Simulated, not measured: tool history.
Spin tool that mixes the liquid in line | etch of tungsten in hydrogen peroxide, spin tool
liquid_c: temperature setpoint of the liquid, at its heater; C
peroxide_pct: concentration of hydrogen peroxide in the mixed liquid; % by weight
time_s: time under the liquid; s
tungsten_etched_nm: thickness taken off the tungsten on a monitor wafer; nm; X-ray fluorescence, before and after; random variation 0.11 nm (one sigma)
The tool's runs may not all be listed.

run  hour  liquid_c  peroxide_pct  time_s  tungsten_etched_nm
  1   0.0      50.0          18.5      15              18.604
  2   4.1      48.5          18.5      15              16.965
  3   9.4      47.0          18.5      15              15.317
  4  18.1      47.0          16.5      15              14.329
  5  19.9      47.0          20.5      15              16.314
  6  23.8      47.0          20.5      15              16.016
  7  26.1      47.0          20.5      15              16.541
  8  28.0      46.0          20.5      15              15.064

Forecast run 9:
  9  30.4      45.5          20.5      15                   ?

{"run 9": {"tungsten_etched_nm": 14.748}}
